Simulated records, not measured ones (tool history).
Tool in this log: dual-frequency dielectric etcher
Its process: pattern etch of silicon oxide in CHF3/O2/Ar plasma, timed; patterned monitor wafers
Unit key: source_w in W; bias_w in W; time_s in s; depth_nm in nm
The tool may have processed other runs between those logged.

run  hour  source_w  bias_w  time_s  depth_nm
  1   0.0       750     190   567.5    1183.3
  2   4.6       710     188   567.5    1157.9
  3   8.8       710     188   592.0    1203.0
  4  15.4       710     201   592.0    1232.7
     22.3  -- source power generator calibrated
  5  22.3       710     201   592.0    1247.6
  6  27.8       710     201   567.5    1191.8

Predict the results of run 7:
  7  33.5       670     199   567.5         ?

{"run 7": {"depth_nm": 1173.4}}
